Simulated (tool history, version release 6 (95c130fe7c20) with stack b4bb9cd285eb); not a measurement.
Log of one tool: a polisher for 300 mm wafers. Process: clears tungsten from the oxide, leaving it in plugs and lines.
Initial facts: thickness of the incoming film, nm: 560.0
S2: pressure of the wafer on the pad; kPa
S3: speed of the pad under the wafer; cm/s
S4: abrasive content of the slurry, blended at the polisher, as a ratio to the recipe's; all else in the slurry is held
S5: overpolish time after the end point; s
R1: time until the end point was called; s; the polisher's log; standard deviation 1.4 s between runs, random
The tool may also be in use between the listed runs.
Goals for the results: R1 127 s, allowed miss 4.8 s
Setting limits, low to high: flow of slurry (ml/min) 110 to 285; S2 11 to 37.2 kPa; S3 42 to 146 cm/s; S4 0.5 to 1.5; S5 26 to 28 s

Run 1, hour 0: flow of slurry (ml/min) 180, S2 24.1 kPa, S3 94 cm/s, S4 1, S5 26 s. Result: R1 155.33 s.
Run 2, hour 0.8: flow of slurry (ml/min) 180, S2 24.8 kPa, S3 94 cm/s, S4 1, S5 26 s. Result: R1 150.87 s.
Run 3, hour 4.9: flow of slurry (ml/min) 180, S2 24.8 kPa, S3 94 cm/s, S4 1.15, S5 26 s. Result: R1 144.68 s.
Run 4, hour 9.7: flow of slurry (ml/min) 135, S2 24.8 kPa, S3 94 cm/s, S4 1.15, S5 26 s. Result: R1 149.91 s.
Run 5, hour 17.7: flow of slurry (ml/min) 170, S2 24.8 kPa, S3 94 cm/s, S4 1.15, S5 26 s. Result: R1 143.71 s.
Run 6, hour 26.8: flow of slurry (ml/min) 200, S2 24.8 kPa, S3 94 cm/s, S4 1.15, S5 26 s. Result: R1 141.28 s.
Run 7, hour 32.8: flow of slurry (ml/min) 200, S2 25.5 kPa, S3 94 cm/s, S4 1.15, S5 26 s. Result: R1 136.02 s.
Run 8, hour 35.3: flow of slurry (ml/min) 205, S2 25.5 kPa, S3 94 cm/s, S4 1.15, S5 26 s. Result: R1 136.63 s.
Run 9, hour 38.6: flow of slurry (ml/min) 210, S2 26.2 kPa, S3 94 cm/s, S4 1.15, S5 26 s. Result: R1 133.25 s.

Exactly one of the 5 candidate moves below puts every result within its allowed miss. Which one?
Run A, hour 41.9: flow of slurry (ml/min) 230, S2 29 kPa, S3 114 cm/s, S4 0.8, S5 28 s. Result: R1 ?.
Run B, hour 41.9: flow of slurry (ml/min) 235, S2 20.7 kPa, S3 110 cm/s, S4 1.15, S5 26 s. Result: R1 ?.
Run C, hour 41.9: flow of slurry (ml/min) 170, S2 30.3 kPa, S3 80 cm/s, S4 1.25, S5 26 s. Result: R1 ?.
Run D, hour 41.9: flow of slurry (ml/min) 170, S2 29.6 kPa, S3 90 cm/s, S4 1.2, S5 27 s. Result: R1 ?.
Run E, hour 41.9: flow of slurry (ml/min) 210, S2 25.5 kPa, S3 110 cm/s, S4 1.2, S5 27 s. Result: R1 ?.

move      R1
   A   112.9
   B  141.74
   C  134.82
   D  124.72
   E  115.53
A: takes the biggest miss from the last run beyond its target
B: the biggest miss grows against the last run
C: the biggest miss grows against the last run
D: hits every target within its allowed miss
E: takes the biggest miss from the last run beyond its target
The right move is D.
